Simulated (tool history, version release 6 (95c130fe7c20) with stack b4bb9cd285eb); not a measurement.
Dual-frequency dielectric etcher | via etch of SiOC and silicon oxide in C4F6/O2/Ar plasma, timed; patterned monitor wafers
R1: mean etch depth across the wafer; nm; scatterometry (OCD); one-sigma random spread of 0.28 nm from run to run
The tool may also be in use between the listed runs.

run 1 hour=0.0 | source_power_(kW)=0.320 bias_power_(kW)=0.147 etch_time_(s)=62.5 | R1=67.124
run 2 hour=2.2 | source_power_(kW)=0.280 bias_power_(kW)=0.142 etch_time_(s)=62.5 | R1=63.137
run 3 hour=5.5 | source_power_(kW)=0.250 bias_power_(kW)=0.140 etch_time_(s)=62.5 | R1=60.472
run 4 hour=14.0 | source_power_(kW)=0.250 bias_power_(kW)=0.156 etch_time_(s)=62.5 | R1=63.518
run 5 hour=19.6 | source_power_(kW)=0.230 bias_power_(kW)=0.150 etch_time_(s)=62.5 | R1=60.436
run 6 hour=28.5 | source_power_(kW)=0.230 bias_power_(kW)=0.160 etch_time_(s)=62.5 | R1=61.792
run 7 hour=32.8 | source_power_(kW)=0.220 bias_power_(kW)=0.154 etch_time_(s)=62.5 | R1=60.478
run 8 hour=36.2 | source_power_(kW)=0.210 bias_power_(kW)=0.149 etch_time_(s)=62.5 | R1=58.608

Forecast run 9:
run 9 hour=42.3 | source_power_(kW)=0.200 bias_power_(kW)=0.147 etch_time_(s)=62.5 | R1=?

{"run 9": {"R1": 57.595}}
